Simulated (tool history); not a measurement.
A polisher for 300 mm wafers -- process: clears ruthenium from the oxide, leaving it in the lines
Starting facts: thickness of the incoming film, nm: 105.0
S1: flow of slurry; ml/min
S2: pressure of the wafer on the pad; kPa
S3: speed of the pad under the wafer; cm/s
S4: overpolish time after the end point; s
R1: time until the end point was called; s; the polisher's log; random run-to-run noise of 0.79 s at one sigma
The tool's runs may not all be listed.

run	hour	S1	S2	S3	S4	R1
1	0.0	260	17.2	106	9	83.223
2	4.5	260	13.8	106	9	103.970
3	8.6	260	17.2	108	9	81.648
4	16.8	260	17.2	88	9	97.874
5	17.6	260	17.2	88	9	96.427
6	26.4	260	17.2	102	9	84.217
# hour 29.1: slurry nozzle cleaned
7	29.1	260	17.2	102	9	83.675

Run 8 comes next. What will it give?
8	35.8	260	19.3	102	9	?

R1: 72.487 s
